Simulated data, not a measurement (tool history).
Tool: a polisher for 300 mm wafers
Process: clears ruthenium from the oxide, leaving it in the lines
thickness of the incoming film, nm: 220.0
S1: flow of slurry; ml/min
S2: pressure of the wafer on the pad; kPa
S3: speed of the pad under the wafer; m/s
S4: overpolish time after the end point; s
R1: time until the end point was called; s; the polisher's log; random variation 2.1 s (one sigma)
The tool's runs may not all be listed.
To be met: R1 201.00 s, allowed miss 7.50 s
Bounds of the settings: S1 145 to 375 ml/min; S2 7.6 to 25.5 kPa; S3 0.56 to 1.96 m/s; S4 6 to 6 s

run 1 hour=0.0 | S1=240 S2=16.5 S3=1.26 S4=6 | R1=157.36
run 2 hour=1.2 | S1=240 S2=17.9 S3=1.26 S4=6 | R1=143.38
run 3 hour=6.2 | S1=280 S2=17.9 S3=1.26 S4=6 | R1=138.46
run 4 hour=14.6 | S1=280 S2=21.4 S3=1.26 S4=6 | R1=118.49
-- hour=15.4 slurry nozzle cleaned
run 5 hour=15.4 | S1=270 S2=18.6 S3=1.24 S4=6 | R1=128.68
run 6 hour=16.1 | S1=270 S2=15.2 S3=1.24 S4=6 | R1=152.92
run 7 hour=17.1 | S1=240 S2=14.5 S3=1.24 S4=6 | R1=162.85
run 8 hour=25.4 | S1=240 S2=14.5 S3=1.24 S4=6 | R1=159.76
run 9 hour=27.1 | S1=225 S2=13.1 S3=1.22 S4=6 | R1=182.38
run 10 hour=31.2 | S1=210 S2=13.1 S3=1.22 S4=6 | R1=183.87

5 next moves are on the table. One of them brings every result within its allowed miss. Which?
run A hour=35.3 | S1=145 S2=15.9 S3=1.22 S4=6 | R1=?
run B hour=35.3 | S1=200 S2=14.5 S3=1.10 S4=6 | R1=?
run C hour=35.3 | S1=240 S2=11.7 S3=1.18 S4=6 | R1=?
run D hour=35.3 | S1=240 S2=11.0 S3=1.56 S4=6 | R1=?
run E hour=35.3 | S1=205 S2=13.8 S3=1.34 S4=6 | R1=?

move=A R1=166.36
move=B R1=187.19
move=C R1=203.09
move=D R1=162.55
move=E R1=160.46
A: further off than the last run
B: nearer than the last run, and not there yet
C: meets every target
D: further off than the last run
E: further off than the last run
Answer: C

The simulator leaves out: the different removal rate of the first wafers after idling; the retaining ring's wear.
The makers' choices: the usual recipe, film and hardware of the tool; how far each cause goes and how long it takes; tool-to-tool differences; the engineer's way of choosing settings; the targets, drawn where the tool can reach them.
